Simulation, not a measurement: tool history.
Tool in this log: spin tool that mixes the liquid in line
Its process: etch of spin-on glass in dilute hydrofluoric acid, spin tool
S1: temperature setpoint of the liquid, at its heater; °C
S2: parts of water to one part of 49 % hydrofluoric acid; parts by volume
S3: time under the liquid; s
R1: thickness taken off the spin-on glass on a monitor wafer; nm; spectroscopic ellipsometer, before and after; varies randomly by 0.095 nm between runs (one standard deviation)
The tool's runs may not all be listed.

run	hour	S1	S2	S3	R1
1	0	22	80	15	7.9508
2	1.4	24	75	15	9.0946
3	4.5	25.5	70	15	10.472
4	9.6	26.5	65	15	11.925
5	14.9	27.5	65	15	12.471
6	18.6	27.5	45	15	18.553

What does the tool deliver on the next run?
7	22.8	26.5	45	15	?

R1: 17.765 nm

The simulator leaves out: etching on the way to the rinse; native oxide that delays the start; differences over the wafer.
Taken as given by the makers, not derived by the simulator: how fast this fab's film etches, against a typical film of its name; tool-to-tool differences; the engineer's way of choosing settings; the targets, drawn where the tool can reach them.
